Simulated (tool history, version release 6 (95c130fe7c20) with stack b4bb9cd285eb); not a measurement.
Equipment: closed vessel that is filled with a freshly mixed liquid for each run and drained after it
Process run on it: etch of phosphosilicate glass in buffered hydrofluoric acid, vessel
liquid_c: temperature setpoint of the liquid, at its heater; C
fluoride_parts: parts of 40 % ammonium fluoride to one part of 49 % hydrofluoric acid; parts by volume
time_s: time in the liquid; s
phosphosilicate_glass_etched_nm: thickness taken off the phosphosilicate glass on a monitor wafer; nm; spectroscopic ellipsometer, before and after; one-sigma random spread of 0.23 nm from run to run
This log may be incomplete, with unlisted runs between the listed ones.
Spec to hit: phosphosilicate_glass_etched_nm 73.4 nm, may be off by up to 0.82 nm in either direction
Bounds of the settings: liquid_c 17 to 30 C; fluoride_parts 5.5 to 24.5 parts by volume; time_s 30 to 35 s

run  hour  liquid_c  fluoride_parts  time_s  phosphosilicate_glass_etched_nm
  1     0        22              15      35                           91.484
  2   8.9        22            11.5      35                           118.16
  3  10.2        22              10      35                           136.15
  4  11.1        22            13.5      35                           101.22
  5  14.1        22            13.5      30                           86.583
  6  17.1        22            13.5      30                           87.135
  7  24.4        22            13.5      30                           86.928
  8  31.4        21            13.5      30                           81.913
  9  32.1      20.5            13.5      30                           80.061
 10  39.2        20            13.5      30                           77.643
 11  39.9      19.5            13.5      30                           75.784

Of the 4 settings listed for the next run, only one would bring every result within its allowed miss of target. Which one?
  A  40.6        18              12      30                                ?
  B  40.6        23              16      30                                ?
  C  40.6      17.5            14.5      35                                ?
  D  40.6      19.5              13      30                                ?

move  phosphosilicate_glass_etched_nm
   A                           77.705
   B                           77.468
   C                           73.182
   D                           78.199
A: the biggest miss grows against the last run
B: the biggest miss grows against the last run
C: all results in spec
D: the biggest miss grows against the last run
Go with C: it meets all targets.
